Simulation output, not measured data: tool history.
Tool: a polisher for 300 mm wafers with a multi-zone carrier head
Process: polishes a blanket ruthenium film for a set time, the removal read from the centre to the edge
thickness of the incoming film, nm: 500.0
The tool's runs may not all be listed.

| run | hour | flow of slurry (ml/min) | pressure of the head's centre zone | pressure of the head's middle zone | pressure of the head's edge zone | polishing time (s) | film removed at the wafer's centre (nm) | film removed at mid-radius (nm) | film removed at the wafer's edge (nm) |
|---|---|---|---|---|---|---|---|---|---|
| 1 | 0 | 300 | 1 | 1 | 1 | 45 | 47.991 | 46.83 | 46.804 |
| 2 | 2.4 | 310 | 1.01 | 1.01 | 0.99 | 45 | 48.881 | 47.079 | 47.19 |
| 3 | 9.9 | 310 | 1.01 | 1.01 | 0.99 | 53 | 56.755 | 56.088 | 54.619 |
| 4 | 15.9 | 310 | 1.09 | 1.01 | 0.99 | 53 | 60.916 | 55.687 | 55.552 |
| 5 | 24.9 | 310 | 1.09 | 1.01 | 1.04 | 53 | 61.423 | 56.037 | 56.402 |
| 6 | 31 | 310 | 1.09 | 1.06 | 1.04 | 53 | 61.542 | 56.985 | 56.467 |

Run 7 comes next. What will it give?
| 7 | 35.7 | 310 | 1.09 | 1.07 | 1.01 | 52 | ? | ? | ? |

{"run 7": {"film removed at the wafer's centre (nm)": 60.177, "film removed at mid-radius (nm)": 56.437, "film removed at the wafer's edge (nm)": 54.266}}
